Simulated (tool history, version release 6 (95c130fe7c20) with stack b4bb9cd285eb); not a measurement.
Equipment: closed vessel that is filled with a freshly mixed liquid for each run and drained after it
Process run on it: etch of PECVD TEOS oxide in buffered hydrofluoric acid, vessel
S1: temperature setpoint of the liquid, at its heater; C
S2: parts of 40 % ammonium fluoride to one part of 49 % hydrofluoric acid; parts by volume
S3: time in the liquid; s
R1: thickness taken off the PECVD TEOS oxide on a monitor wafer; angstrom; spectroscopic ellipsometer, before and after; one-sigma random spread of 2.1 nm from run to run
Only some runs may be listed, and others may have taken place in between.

run	hour	S1	S2	S3	R1
1	0.0	22.0	8.5	105	1359.9
2	1.9	22.0	8.5	105	1337.3
3	11.2	20.0	8.5	105	1200.7
4	14.8	20.0	7.5	105	1358.9
5	23.0	21.0	7.5	105	1436.4
6	31.8	22.0	7.5	105	1498.0
7	39.9	23.0	7.5	105	1602.4

Predict the results of run 8:
8	43.5	23.5	7.5	105	?

R1: 1656.7 angstrom

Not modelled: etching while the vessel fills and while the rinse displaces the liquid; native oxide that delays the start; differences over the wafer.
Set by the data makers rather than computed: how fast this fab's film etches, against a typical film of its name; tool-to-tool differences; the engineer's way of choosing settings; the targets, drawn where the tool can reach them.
